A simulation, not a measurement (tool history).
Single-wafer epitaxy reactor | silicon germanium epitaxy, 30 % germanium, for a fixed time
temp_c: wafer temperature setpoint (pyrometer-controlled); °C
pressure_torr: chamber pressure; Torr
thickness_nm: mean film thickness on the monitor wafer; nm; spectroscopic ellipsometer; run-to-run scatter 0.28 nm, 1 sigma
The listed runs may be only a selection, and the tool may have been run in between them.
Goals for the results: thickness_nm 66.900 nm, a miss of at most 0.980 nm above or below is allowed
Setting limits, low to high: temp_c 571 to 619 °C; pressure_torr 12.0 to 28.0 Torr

run    day  temp_c  pressure_torr  thickness_nm
  1  0.000     595           20.0        54.433
  2  0.179     596           20.0        55.259
  3  0.517     596           18.8        54.031
  4  0.821     586           18.8        46.148
  5  1.121     591           18.8        50.401
  6  1.162     599           18.8        56.620
  7  1.275     600           18.8        57.688
  8  1.454     601           18.8        59.203
  9  1.688     602           18.8        59.370

4 candidate next runs follow, results not yet known. Just one meets every target within its allowed miss. Identify it.
  A  1.921     613           18.8             ?
  B  1.921     610           21.3             ?
  C  1.921     607           20.7             ?
  D  1.921     604           15.3             ?

move  thickness_nm
   A        71.279
   B        71.765
   C        67.601
   D        56.475
A: moves the result that the last run missed by most past its target, out the other side
B: moves the result that the last run missed by most past its target, out the other side
C: meets every target
D: further off than the last run
Move C is the one to make.
